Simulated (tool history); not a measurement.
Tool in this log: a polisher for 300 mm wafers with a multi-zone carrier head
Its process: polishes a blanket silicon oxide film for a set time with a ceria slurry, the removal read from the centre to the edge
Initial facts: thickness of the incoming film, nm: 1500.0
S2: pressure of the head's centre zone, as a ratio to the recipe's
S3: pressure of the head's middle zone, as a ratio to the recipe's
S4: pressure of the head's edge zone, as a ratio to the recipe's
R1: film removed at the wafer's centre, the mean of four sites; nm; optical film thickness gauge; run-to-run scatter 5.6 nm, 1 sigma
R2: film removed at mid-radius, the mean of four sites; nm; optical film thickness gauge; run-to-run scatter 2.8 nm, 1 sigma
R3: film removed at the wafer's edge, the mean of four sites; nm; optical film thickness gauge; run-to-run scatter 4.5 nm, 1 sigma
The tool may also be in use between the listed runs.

run 1 day=0 | flow_of_slurry_(ml/min)=315 S2=1 S3=1 S4=1 polishing_time_(s)=76 | R1=492.59 R2=492.39 R3=503.33
run 2 day=0.208 | flow_of_slurry_(ml/min)=320 S2=1 S3=1.02 S4=0.97 polishing_time_(s)=73 | R1=490.6 R2=484.16 R3=475.23
run 3 day=0.554 | flow_of_slurry_(ml/min)=320 S2=1 S3=0.99 S4=0.97 polishing_time_(s)=73 | R1=479.45 R2=473.6 R3=477.03
run 4 day=0.654 | flow_of_slurry_(ml/min)=285 S2=1 S3=0.99 S4=0.97 polishing_time_(s)=73 | R1=476.5 R2=463.89 R3=462.68
run 5 day=1.008 | flow_of_slurry_(ml/min)=270 S2=0.98 S3=1 S4=0.94 polishing_time_(s)=72 | R1=450.81 R2=458.99 R3=458.49
run 6 day=1.112 | flow_of_slurry_(ml/min)=275 S2=0.99 S3=1.02 S4=0.92 polishing_time_(s)=69 | R1=441.49 R2=456.23 R3=433.07
run 7 day=1.433 | flow_of_slurry_(ml/min)=270 S2=0.99 S3=1.03 S4=0.9 polishing_time_(s)=67 | R1=430.42 R2=438.1 R3=420.97
run 8 day=1.529 | flow_of_slurry_(ml/min)=265 S2=1 S3=1.05 S4=0.88 polishing_time_(s)=65 | R1=415.08 R2=430.3 R3=397.74

What will run 9 give?
run 9 day=1.633 | flow_of_slurry_(ml/min)=260 S2=1.01 S3=1.06 S4=0.87 polishing_time_(s)=65 | R1=? R2=? R3=?

{"run 9": {"R1": 417.95, "R2": 434.1, "R3": 388.02}}

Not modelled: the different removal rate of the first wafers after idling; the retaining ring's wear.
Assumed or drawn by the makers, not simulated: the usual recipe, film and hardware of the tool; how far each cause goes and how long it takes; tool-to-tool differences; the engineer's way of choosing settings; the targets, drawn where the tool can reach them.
